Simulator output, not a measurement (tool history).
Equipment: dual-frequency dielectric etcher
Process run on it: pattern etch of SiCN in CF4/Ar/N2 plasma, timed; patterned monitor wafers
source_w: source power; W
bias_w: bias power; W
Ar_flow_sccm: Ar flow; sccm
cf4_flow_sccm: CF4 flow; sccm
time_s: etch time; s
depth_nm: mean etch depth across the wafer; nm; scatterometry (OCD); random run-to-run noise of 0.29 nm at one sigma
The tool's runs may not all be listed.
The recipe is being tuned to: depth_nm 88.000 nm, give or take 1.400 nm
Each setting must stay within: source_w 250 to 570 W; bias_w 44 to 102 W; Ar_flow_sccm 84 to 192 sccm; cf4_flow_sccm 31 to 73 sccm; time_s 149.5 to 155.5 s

run    day  source_w  bias_w  Ar_flow_sccm  cf4_flow_sccm  time_s  depth_nm
  1  0.000       410      73           138             52   149.5   114.240
  2  0.121       400      73           138             52   149.5   112.500
  3  0.383       400      73           138             52   149.5   112.210
  4  0.462       390      73           138             52   149.5   109.430
  5  0.583       380      73           138             52   149.5   106.340
  6  0.688       370      73           138             52   149.5   103.830
  7  0.842       360      73           138             52   149.5   101.030
  8  1.125       350      73           138             52   149.5    98.438
  9  1.338       340      73           138             52   149.5    95.687
 10  1.371       340      73           138             52   149.5    95.696
 11  1.400       320      73           138             52   149.5    90.357

Pick the move, out of 5, that brings all results within their allowed miss; only one does.
  A  1.429       320      74           142             51   155.5         ?
  B  1.429       290      76           136             55   152.0         ?
  C  1.429       330      67           131             54   151.0         ?
  D  1.429       330      64           145             49   150.0         ?
  E  1.429       330      66           141             55   155.5         ?

move  depth_nm
   A    94.369
   B    86.074
   C    92.733
   D    88.074
   E    94.286
A: moves away from the targets compared with the last run
B: the result that was furthest off in the last run now lies on the other side of its target
C: moves away from the targets compared with the last run
D: meets every target
E: moves away from the targets compared with the last run
The move that meets every target is D.

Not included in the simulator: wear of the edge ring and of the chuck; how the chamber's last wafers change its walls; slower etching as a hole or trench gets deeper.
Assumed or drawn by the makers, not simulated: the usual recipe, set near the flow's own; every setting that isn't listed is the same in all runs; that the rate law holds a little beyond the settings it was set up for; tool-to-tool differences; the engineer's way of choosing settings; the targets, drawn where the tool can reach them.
